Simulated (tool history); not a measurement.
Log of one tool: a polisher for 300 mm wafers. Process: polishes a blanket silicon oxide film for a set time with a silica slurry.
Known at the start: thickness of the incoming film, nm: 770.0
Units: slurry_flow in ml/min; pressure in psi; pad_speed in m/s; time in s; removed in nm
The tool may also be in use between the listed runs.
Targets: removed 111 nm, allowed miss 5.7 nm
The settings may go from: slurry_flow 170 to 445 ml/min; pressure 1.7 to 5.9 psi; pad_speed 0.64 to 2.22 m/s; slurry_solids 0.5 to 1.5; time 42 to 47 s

{"run": 1, "day": 0.0, "slurry_flow": 285, "pressure": 3.8, "pad_speed": 1.42, "slurry_solids": 1, "time": 47, "removed": 185.61}
{"run": 2, "day": 0.254, "slurry_flow": 285, "pressure": 3.4, "pad_speed": 1.4, "slurry_solids": 1, "time": 47, "removed": 169.26}
{"run": 3, "day": 0.371, "slurry_flow": 285, "pressure": 3.1, "pad_speed": 1.38, "slurry_solids": 1, "time": 47, "removed": 151.96}
{"run": 4, "day": 0.521, "slurry_flow": 330, "pressure": 3.1, "pad_speed": 1.38, "slurry_solids": 1, "time": 47, "removed": 152.83}
{"run": 5, "day": 0.775, "slurry_flow": 330, "pressure": 2.9, "pad_speed": 1.36, "slurry_solids": 1, "time": 47, "removed": 146.72}
{"run": 6, "day": 0.854, "slurry_flow": 330, "pressure": 3.4, "pad_speed": 1.36, "slurry_solids": 1, "time": 47, "removed": 170.04}
{"run": 7, "day": 0.942, "slurry_flow": 325, "pressure": 3.1, "pad_speed": 1.34, "slurry_solids": 1, "time": 47, "removed": 152.7}
{"run": 8, "day": 1.058, "slurry_flow": 325, "pressure": 2.9, "pad_speed": 1.32, "slurry_solids": 1, "time": 47, "removed": 142.95}
{"run": 9, "day": 1.396, "slurry_flow": 325, "pressure": 2.7, "pad_speed": 1.32, "slurry_solids": 1, "time": 47, "removed": 132.06}
{"run": 10, "day": 1.733, "slurry_flow": 325, "pressure": 2.7, "pad_speed": 1.32, "slurry_solids": 1, "time": 47, "removed": 134.95}
{"run": 11, "day": 2.096, "slurry_flow": 325, "pressure": 2.6, "pad_speed": 1.32, "slurry_solids": 1, "time": 47, "removed": 124.89}
{"run": 12, "day": 2.396, "slurry_flow": 320, "pressure": 2.5, "pad_speed": 1.32, "slurry_solids": 1, "time": 47, "removed": 123.57}
{"run": 13, "day": 2.654, "slurry_flow": 315, "pressure": 2.4, "pad_speed": 1.32, "slurry_solids": 1, "time": 47, "removed": 115.4}
{"run": 14, "day": 3.008, "slurry_flow": 310, "pressure": 2.4, "pad_speed": 1.32, "slurry_solids": 1, "time": 47, "removed": 116.74}
{"run": 15, "day": 3.342, "slurry_flow": 305, "pressure": 2.4, "pad_speed": 1.32, "slurry_solids": 1, "time": 47, "removed": 119.28}

5 next moves are on the table. One of them brings every result within its allowed miss. Which?
{"run": "A", "day": 3.675, "slurry_flow": 265, "pressure": 2.8, "pad_speed": 1.68, "slurry_solids": 0.7, "time": 47, "removed": "?"}
{"run": "B", "day": 3.675, "slurry_flow": 270, "pressure": 2.5, "pad_speed": 1.48, "slurry_solids": 0.95, "time": 47, "removed": "?"}
{"run": "C", "day": 3.675, "slurry_flow": 330, "pressure": 2.7, "pad_speed": 1.1, "slurry_solids": 1.25, "time": 47, "removed": "?"}
{"run": "D", "day": 3.675, "slurry_flow": 335, "pressure": 2.3, "pad_speed": 1.32, "slurry_solids": 1.2, "time": 42, "removed": "?"}
{"run": "E", "day": 3.675, "slurry_flow": 295, "pressure": 2.5, "pad_speed": 1.42, "slurry_solids": 0.95, "time": 47, "removed": "?"}

move=A removed=129.54
move=B removed=123.56
move=C removed=130.07
move=D removed=107.41
move=E removed=122.07
A: further off than the last run
B: further off than the last run
C: further off than the last run
D: meets every target
E: further off than the last run
Answer: D
